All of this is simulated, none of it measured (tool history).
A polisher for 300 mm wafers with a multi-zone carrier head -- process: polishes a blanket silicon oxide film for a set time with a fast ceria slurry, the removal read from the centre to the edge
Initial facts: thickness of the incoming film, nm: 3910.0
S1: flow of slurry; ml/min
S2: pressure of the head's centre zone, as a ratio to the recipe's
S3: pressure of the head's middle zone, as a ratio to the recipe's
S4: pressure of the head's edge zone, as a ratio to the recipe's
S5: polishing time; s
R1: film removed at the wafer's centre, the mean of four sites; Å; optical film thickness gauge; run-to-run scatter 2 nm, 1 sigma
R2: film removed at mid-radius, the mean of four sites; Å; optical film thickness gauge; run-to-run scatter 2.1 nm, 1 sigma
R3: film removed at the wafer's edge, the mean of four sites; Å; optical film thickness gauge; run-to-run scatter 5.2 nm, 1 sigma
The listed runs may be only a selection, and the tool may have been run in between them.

run,hour,S1,S2,S3,S4,S5,R1,R2,R3
1,0.0,155,1.00,1.00,1.00,46,4151.1,4167.1,4066.0
2,2.1,135,1.00,1.00,1.00,46,3981.6,4053.4,4055.2
3,10.5,135,0.91,1.00,1.00,46,3619.5,4121.3,4116.3
4,17.8,130,0.90,0.98,0.99,46,3516.6,3989.7,4103.2
5,19.2,130,0.90,0.97,0.98,46,3528.1,3943.5,3932.4
6,25.0,130,0.90,0.90,0.98,46,3558.8,3682.5,3936.0

Forecast run 7:
7,30.7,100,0.81,0.86,0.96,44,?,?,?

{"run 7": {"R1": 2856.1, "R2": 3202.3, "R3": 3502.9}}
